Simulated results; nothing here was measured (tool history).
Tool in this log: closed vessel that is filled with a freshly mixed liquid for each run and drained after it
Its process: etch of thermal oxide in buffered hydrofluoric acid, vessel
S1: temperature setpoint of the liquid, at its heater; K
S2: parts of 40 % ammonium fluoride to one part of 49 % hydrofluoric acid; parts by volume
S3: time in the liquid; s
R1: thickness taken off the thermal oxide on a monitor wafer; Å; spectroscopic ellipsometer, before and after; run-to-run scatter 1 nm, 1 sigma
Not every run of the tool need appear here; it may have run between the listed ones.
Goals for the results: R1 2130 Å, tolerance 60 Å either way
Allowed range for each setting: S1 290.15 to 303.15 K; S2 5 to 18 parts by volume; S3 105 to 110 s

Run 1, hour 0: S1 295.15 K, S2 11 parts by volume, S3 105 s. Result: R1 1116.5 Å.
Run 2, hour 8.8: S1 295.15 K, S2 11 parts by volume, S3 110 s. Result: R1 1170.5 Å.
Run 3, hour 11: S1 295.15 K, S2 11 parts by volume, S3 105 s. Result: R1 1126.1 Å.
Run 4, hour 18.9: S1 295.15 K, S2 11 parts by volume, S3 105 s. Result: R1 1114.9 Å.
Run 5, hour 22.5: S1 293.65 K, S2 11 parts by volume, S3 105 s. Result: R1 1023.4 Å.
Run 6, hour 24.6: S1 293.65 K, S2 14 parts by volume, S3 105 s. Result: R1 804.54 Å.
Run 7, hour 27.9: S1 294.65 K, S2 13.5 parts by volume, S3 105 s. Result: R1 889.48 Å.
Run 8, hour 32.4: S1 295.65 K, S2 13 parts by volume, S3 105 s. Result: R1 976.53 Å.
Run 9, hour 37.5: S1 296.65 K, S2 12.5 parts by volume, S3 105 s. Result: R1 1068.1 Å.
Run 10, hour 45.9: S1 297.15 K, S2 12 parts by volume, S3 105 s. Result: R1 1146.3 Å.
Run 11, hour 53.8: S1 297.65 K, S2 11.5 parts by volume, S3 105 s. Result: R1 1212.7 Å.
Run 12, hour 60: S1 298.15 K, S2 11 parts by volume, S3 105 s. Result: R1 1312.2 Å.
Run 13, hour 62.4: S1 298.65 K, S2 10.5 parts by volume, S3 105 s. Result: R1 1406.7 Å.
Run 14, hour 68.9: S1 299.15 K, S2 10 parts by volume, S3 105 s. Result: R1 1514.2 Å.
Run 15, hour 71.6: S1 299.65 K, S2 10 parts by volume, S3 105 s. Result: R1 1570.4 Å.

Below are 4 possible settings for the next run. Only one of them brings all results inside the allowed miss of their targets. Which is it?
Run A, hour 74.3: S1 302.65 K, S2 7.5 parts by volume, S3 110 s. Result: R1 ?.
Run B, hour 74.3: S1 300.65 K, S2 8 parts by volume, S3 105 s. Result: R1 ?.
Run C, hour 74.3: S1 299.65 K, S2 7.5 parts by volume, S3 110 s. Result: R1 ?.
Run D, hour 74.3: S1 299.65 K, S2 8 parts by volume, S3 110 s. Result: R1 ?.

move      R1
   A    2507
   B  2007.9
   C  2138.2
   D  1994.1
A: carries the result that was furthest off beyond its target, to the other side
B: closer than the last run, but not yet in spec
C: meets every target
D: closer than the last run, but not yet in spec
C meets every target.
